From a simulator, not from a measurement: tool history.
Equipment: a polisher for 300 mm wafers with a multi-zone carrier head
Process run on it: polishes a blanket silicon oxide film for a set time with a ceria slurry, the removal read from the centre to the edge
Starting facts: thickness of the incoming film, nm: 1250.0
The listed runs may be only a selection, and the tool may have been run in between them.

| run | hour | flow of slurry (ml/min) | pressure of the head's centre zone | pressure of the head's middle zone | pressure of the head's edge zone | polishing time (s) | film removed at the wafer's centre (nm) | film removed at mid-radius (nm) | film removed at the wafer's edge (nm) |
|---|---|---|---|---|---|---|---|---|---|
| 1 | 0 | 305 | 1 | 1 | 1 | 63 | 189.22 | 190.87 | 190.75 |
| 2 | 3.9 | 310 | 1.02 | 1.03 | 1.04 | 68 | 206.48 | 210.6 | 211 |
| 3 | 8.3 | 340 | 1.02 | 1.03 | 1.04 | 68 | 211.85 | 214.25 | 212.05 |
| 4 | 13.6 | 340 | 1.02 | 1.03 | 1.04 | 62 | 193.21 | 196.21 | 190.51 |
| 5 | 17.5 | 385 | 1.02 | 1.03 | 1.04 | 62 | 191.48 | 198.95 | 191.51 |
| 6 | 18.8 | 385 | 1.02 | 1.03 | 1.04 | 53 | 164.18 | 168.13 | 166.45 |

For run 7, what comes out?
| 7 | 22.2 | 375 | 1.03 | 1.04 | 1.06 | 61 | ? | ? | ? |

{"run 7": {"film removed at the wafer's centre (nm)": 186.25, "film removed at mid-radius (nm)": 196.31, "film removed at the wafer's edge (nm)": 193.09}}
